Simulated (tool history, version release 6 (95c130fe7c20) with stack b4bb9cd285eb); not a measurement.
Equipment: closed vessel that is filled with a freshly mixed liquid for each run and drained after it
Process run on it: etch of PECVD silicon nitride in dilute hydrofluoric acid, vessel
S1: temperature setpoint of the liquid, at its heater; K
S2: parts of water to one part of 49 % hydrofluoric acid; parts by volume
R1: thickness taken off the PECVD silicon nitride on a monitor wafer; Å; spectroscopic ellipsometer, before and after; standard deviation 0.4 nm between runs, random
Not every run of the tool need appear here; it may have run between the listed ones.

{"run": 1, "hour": 0.0, "S1": 297.15, "S2": 55, "time in the liquid (s)": 280, "R1": 280.01}
{"run": 2, "hour": 4.5, "S1": 298.65, "S2": 55, "time in the liquid (s)": 280, "R1": 316.36}
{"run": 3, "hour": 8.3, "S1": 299.65, "S2": 55, "time in the liquid (s)": 280, "R1": 339.23}
{"run": 4, "hour": 17.0, "S1": 299.65, "S2": 55, "time in the liquid (s)": 300, "R1": 354.17}
{"run": 5, "hour": 17.6, "S1": 300.65, "S2": 55, "time in the liquid (s)": 300, "R1": 389.96}
{"run": 6, "hour": 24.4, "S1": 301.15, "S2": 55, "time in the liquid (s)": 300, "R1": 401.09}
{"run": 7, "hour": 31.2, "S1": 301.65, "S2": 55, "time in the liquid (s)": 300, "R1": 406.03}

For run 8, what comes out?
{"run": 8, "hour": 33.7, "S1": 302.15, "S2": 55, "time in the liquid (s)": 300, "R1": "?"}

R1: 427.14 Å

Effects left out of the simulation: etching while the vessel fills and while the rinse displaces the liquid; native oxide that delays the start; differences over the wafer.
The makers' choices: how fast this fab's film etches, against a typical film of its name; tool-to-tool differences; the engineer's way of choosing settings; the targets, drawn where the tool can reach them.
